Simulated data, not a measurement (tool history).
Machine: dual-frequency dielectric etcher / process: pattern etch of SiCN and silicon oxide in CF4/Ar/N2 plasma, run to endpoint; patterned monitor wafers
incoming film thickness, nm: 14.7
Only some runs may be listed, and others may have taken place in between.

run,hour,source power (W),bias power (W),Ar flow (sccm),CF4 flow (sccm),endpoint time (s)
1,0.0,400,54,129,53,22.789
2,1.2,400,54,129,61,22.323
3,6.6,410,54,129,61,21.682
4,14.4,370,54,129,61,24.111
5,20.8,370,54,129,68,23.858
6,21.8,380,54,129,68,23.158
7,25.3,390,54,129,68,22.628

Run 8, settings as shown, results not yet in. Your forecast:
8,30.6,400,54,129,68,?

{"run 8": {"endpoint time (s)": 21.949}}
